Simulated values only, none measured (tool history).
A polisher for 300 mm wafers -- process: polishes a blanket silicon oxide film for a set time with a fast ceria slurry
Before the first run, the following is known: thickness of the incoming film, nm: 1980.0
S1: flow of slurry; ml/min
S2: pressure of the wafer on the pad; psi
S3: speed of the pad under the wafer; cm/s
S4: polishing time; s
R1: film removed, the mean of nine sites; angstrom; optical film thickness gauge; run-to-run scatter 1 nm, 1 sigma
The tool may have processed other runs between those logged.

| run | hour | S1 | S2 | S3 | S4 | R1 |
|---|---|---|---|---|---|---|
| 1 | 0.0 | 125 | 1.7 | 106 | 20 | 1923.1 |
| 2 | 7.5 | 120 | 1.5 | 104 | 20 | 1673.3 |
| 3 | 15.6 | 130 | 1.5 | 104 | 20 | 1718.5 |
| 4 | 19.5 | 125 | 1.3 | 102 | 20 | 1439.6 |
| 5 | 22.6 | 120 | 1.2 | 102 | 20 | 1356.5 |
| 6 | 25.0 | 120 | 1.2 | 122 | 20 | 1595.3 |
| 7 | 29.5 | 115 | 1.1 | 116 | 20 | 1397.5 |
| 8 | 30.2 | 110 | 1.0 | 114 | 20 | 1227.1 |
| 9 | 38.2 | 105 | 1.0 | 114 | 20 | 1210.2 |
| 10 | 44.2 | 100 | 1.0 | 114 | 20 | 1211.5 |
| 11 | 46.8 | 100 | 1.0 | 114 | 20 | 1212.1 |
| 12 | 54.8 | 95 | 1.0 | 114 | 20 | 1199.9 |
| 13 | 63.7 | 90 | 1.0 | 114 | 20 | 1174.3 |
| 14 | 72.4 | 85 | 1.0 | 114 | 20 | 1131.9 |

Run 15 comes next. What will it give?
| 15 | 80.3 | 80 | 0.9 | 114 | 20 | ? |

R1: 1023.9 angstrom
